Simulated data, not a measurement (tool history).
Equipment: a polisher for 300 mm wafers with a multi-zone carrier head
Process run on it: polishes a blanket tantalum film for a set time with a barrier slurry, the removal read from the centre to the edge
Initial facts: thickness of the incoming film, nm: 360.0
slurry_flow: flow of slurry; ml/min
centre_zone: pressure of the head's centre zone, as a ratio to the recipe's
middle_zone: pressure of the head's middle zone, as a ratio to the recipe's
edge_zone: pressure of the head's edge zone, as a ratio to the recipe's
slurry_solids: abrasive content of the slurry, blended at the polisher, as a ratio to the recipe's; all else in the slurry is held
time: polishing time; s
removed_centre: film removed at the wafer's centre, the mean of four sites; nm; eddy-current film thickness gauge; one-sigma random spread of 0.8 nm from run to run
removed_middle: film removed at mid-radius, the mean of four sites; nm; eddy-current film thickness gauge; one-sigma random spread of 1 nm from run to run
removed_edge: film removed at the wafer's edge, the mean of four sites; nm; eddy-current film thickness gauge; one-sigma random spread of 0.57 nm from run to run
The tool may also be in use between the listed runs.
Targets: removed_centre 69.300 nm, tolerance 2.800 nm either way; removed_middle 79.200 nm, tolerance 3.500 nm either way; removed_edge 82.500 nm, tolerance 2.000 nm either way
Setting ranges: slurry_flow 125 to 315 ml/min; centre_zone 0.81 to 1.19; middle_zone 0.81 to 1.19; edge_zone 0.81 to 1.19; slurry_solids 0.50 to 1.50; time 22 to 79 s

run  hour  slurry_flow  centre_zone  middle_zone  edge_zone  slurry_solids  time  removed_centre  removed_middle  removed_edge
  1   0.0          205         1.00         1.00       1.00           1.00    50          77.839          76.342        82.076
  2   2.0          200         0.98         1.01       1.00           1.00    50          76.395          76.715        81.871
  3   7.1          200         0.96         1.02       1.00           1.00    50          74.824          76.756        80.277
  4  15.0          200         0.94         1.03       1.02           1.00    50          73.509          78.971        81.460
  5  20.9          200         0.94         1.03       1.02           1.10    50          78.038          81.996        85.053
  6  29.7          190         0.92         1.03       1.02           1.10    50          72.535          79.846        84.117
  7  37.8          185         0.92         1.03       1.02           1.10    50          72.104          80.197        83.465
  8  44.0          180         0.92         1.03       1.02           1.10    50          72.557          78.849        83.922

Exercise: of the 5 proposed moves below, exactly one satisfies all targets within the stated allowed misses. Which move is it?
  A  50.2          125         0.95         0.99       0.91           1.10    58               ?               ?             ?
  B  50.2          190         0.87         1.12       0.96           1.15    49               ?               ?             ?
  C  50.2          200         0.86         1.01       1.00           0.95    52               ?               ?             ?
  D  50.2          145         0.98         0.95       1.02           1.40    50               ?               ?             ?
  E  50.2          140         0.86         1.02       1.07           1.05    55               ?               ?             ?

move  removed_centre  removed_middle  removed_edge
   A          76.970          80.717        85.519
   B          70.150          84.876        81.457
   C          69.105          78.676        82.399
   D          77.730          76.567        86.629
   E          68.537          79.604        88.190
A: misses by more than the last run did
B: the worst result of the last run now meets its target, but another is out of spec
C: hits every target within its allowed miss
D: misses by more than the last run did
E: the worst result of the last run now meets its target, but another is out of spec
So the answer is move C, the one that meets all the targets.
